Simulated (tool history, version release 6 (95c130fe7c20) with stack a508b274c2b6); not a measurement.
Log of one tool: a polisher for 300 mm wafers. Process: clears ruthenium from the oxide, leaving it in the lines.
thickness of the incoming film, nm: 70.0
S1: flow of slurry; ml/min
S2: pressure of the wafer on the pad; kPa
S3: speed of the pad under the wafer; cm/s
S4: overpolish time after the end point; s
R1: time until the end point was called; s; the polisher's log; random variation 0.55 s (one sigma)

run	hour	S1	S2	S3	S4	R1
1	0	290	10.3	88	33	97.583
2	1.7	290	11	90	33	90.071
3	4.1	290	11.7	92	33	82.328
4	6.7	290	12.4	92	33	77.526
5	10.7	290	12.4	82	33	88.4
6	12.8	290	13.1	84	33	80.286
7	16	290	13.8	86	33	75.679
8	20.6	290	13.8	86	33	74.798
9	22.1	290	14.5	88	33	70.863
10	27.5	290	14.5	90	33	68.408

The next listed run, before its measurement:
11	36.4	290	14.5	92	33	?

Run 11 gave R1 67.374 s.
